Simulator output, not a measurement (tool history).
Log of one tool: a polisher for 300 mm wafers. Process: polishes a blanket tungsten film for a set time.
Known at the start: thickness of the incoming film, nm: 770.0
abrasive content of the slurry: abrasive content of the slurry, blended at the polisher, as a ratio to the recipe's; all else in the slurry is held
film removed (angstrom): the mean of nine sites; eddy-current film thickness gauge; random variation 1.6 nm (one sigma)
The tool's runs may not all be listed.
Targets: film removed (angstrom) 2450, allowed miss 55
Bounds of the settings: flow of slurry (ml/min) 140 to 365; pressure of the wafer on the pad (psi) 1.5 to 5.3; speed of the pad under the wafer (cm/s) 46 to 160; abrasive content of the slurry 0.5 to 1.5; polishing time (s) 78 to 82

run,day,flow of slurry (ml/min),pressure of the wafer on the pad (psi),speed of the pad under the wafer (cm/s),abrasive content of the slurry,polishing time (s),film removed (angstrom)
1,0,235,3.4,102,1,78,3934
2,0.167,235,3.2,102,1,78,3638.2
3,0.292,235,3.1,102,1,78,3587.6
4,0.379,235,3.1,116,1,78,4030.6
5,0.717,235,3.1,116,1,82,4244.3
6,1.012,235,3.1,116,1,82,4254.5
7,1.108,235,2.9,116,1,82,3985.1
8,1.154,235,2.7,116,1,82,3739.7
9,1.267,210,1.7,110,1,82,2267.9
10,1.308,215,1.7,110,1,82,2252.2
11,1.688,220,1.7,110,1,82,2264.8
12,1.792,225,1.7,110,1,82,2261.7

4 next moves are on the table. One of them brings every result within its allowed miss. Which?
A,1.896,230,1.6,126,0.95,78,?
B,1.896,220,1.8,124,0.8,79,?
C,1.896,255,2.6,60,1.15,82,?
D,1.896,200,1.6,124,1.15,78,?

move,film removed (angstrom)
A,2283.4
B,2420.4
C,1980.1
D,2316.3
A: nearer than the last run, and not there yet
B: meets every target
C: further off than the last run
D: nearer than the last run, and not there yet
Answer: B
